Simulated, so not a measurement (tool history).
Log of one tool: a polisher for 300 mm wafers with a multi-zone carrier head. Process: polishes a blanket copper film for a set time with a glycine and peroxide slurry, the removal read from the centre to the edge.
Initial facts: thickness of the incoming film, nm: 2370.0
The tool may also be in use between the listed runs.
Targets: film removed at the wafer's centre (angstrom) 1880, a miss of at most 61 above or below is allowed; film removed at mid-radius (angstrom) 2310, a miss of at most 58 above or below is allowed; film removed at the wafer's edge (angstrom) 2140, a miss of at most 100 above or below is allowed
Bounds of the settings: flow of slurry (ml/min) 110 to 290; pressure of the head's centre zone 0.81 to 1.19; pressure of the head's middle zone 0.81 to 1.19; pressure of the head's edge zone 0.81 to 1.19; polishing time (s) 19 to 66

run,day,flow of slurry (ml/min),pressure of the head's centre zone,pressure of the head's middle zone,pressure of the head's edge zone,polishing time (s),film removed at the wafer's centre (angstrom),film removed at mid-radius (angstrom),film removed at the wafer's edge (angstrom)
1,0,185,1,1,1,42,1536.3,1650,1671.4
2,0.221,195,1,1.04,1.03,43,1579.4,1740.8,1702.1
3,0.275,195,0.99,1.06,1.04,45,1638.5,1874.6,1807.2
4,0.625,200,0.99,1.08,1.06,46,1684.7,1919,1909.3
5,0.783,200,0.99,1,1.06,46,1703.7,1829.8,1908.3
6,0.862,210,0.99,1.04,1.07,47,1726.1,1938.2,1917.9
7,0.942,210,0.99,1.07,1.08,48,1775.2,2026.1,1988.4
8,1.288,215,0.99,1.09,1.09,48,1767.7,2049.6,1943.4
9,1.312,210,0.99,1.1,1.09,49,1790,2122.4,2038.7
10,1.442,215,0.99,1.11,1.1,49,1783.1,2143.6,2041.8
11,1.796,220,0.99,1.12,1.11,49,1840.8,2138.5,2072.4
12,1.862,225,0.99,1.13,1.11,49,1817.5,2152.5,2058.5
13,2.033,225,0.99,1.14,1.11,49,1829.4,2186.8,2059.4

Below are 4 possible settings for the next run. Only one of them brings all results inside the allowed miss of their targets. Which is it?
A,2.204,155,0.91,1.04,1.19,58,?,?,?
B,2.204,190,0.91,1.05,1.18,56,?,?,?
C,2.204,190,0.96,1.14,1.06,53,?,?,?
D,2.204,265,1.12,1.17,1.03,46,?,?,?

move,film removed at the wafer's centre (angstrom),film removed at mid-radius (angstrom),film removed at the wafer's edge (angstrom)
A,1898.7,2295,2443.1
B,1888.3,2291.8,2393.5
C,1887.9,2312.9,2142.4
D,1996.2,2123.9,1883.2
A: meets the target for the result that was furthest off, but another lies outside its allowed miss
B: meets the target for the result that was furthest off, but another lies outside its allowed miss
C: meets every target
D: misses by more than the last run did
Move C is the one to make.
